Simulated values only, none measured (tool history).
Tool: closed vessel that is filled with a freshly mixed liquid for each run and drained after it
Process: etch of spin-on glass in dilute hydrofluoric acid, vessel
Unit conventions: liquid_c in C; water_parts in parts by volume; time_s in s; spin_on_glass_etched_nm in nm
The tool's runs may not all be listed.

run,day,liquid_c,water_parts,time_s,spin_on_glass_etched_nm
1,0.000,23.0,245,50,8.6510
2,0.329,24.0,245,50,8.9725
3,0.608,24.0,285,50,7.3231
4,0.850,25.5,280,50,8.0520
5,1.104,25.5,355,50,5.8506
6,1.188,27.0,335,50,6.6454
7,1.517,28.0,320,50,7.2673

For run 8, what comes out?
8,1.812,28.5,305,50,?

spin_on_glass_etched_nm: 7.8663 nm

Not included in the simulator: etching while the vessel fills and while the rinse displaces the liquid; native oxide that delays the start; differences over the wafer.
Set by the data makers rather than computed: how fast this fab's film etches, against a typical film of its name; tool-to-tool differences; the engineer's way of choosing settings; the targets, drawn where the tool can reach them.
